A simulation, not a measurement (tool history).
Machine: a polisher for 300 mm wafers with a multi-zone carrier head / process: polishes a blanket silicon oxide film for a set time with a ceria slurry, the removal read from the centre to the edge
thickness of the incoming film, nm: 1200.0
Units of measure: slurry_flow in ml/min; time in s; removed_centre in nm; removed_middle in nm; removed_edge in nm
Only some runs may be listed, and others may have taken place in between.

| run | hour | slurry_flow | centre_zone | middle_zone | edge_zone | time | removed_centre | removed_middle | removed_edge |
|---|---|---|---|---|---|---|---|---|---|
| 1 | 0 | 245 | 1 | 1 | 1 | 66 | 435.51 | 411.63 | 423.37 |
| 2 | 2.6 | 250 | 0.95 | 1.02 | 1.06 | 72 | 443.33 | 463.81 | 478.98 |
| 3 | 7 | 250 | 0.95 | 1.02 | 1.06 | 62 | 389.05 | 394.89 | 406.19 |
| 4 | 14.6 | 250 | 0.95 | 1.02 | 1.03 | 62 | 381.6 | 399.59 | 405.8 |
| 5 | 15.8 | 250 | 0.95 | 1.02 | 0.96 | 62 | 379.73 | 405.01 | 393.59 |
| 6 | 18.7 | 250 | 0.92 | 1.02 | 0.96 | 62 | 374.32 | 399.75 | 394 |

Run 7 comes next. What will it give?
| 7 | 20.8 | 250 | 0.9 | 1.03 | 1.01 | 70 | ? | ? | ? |

{"run 7": {"removed_centre": 421.17, "removed_middle": 456, "removed_edge": 461.41}}
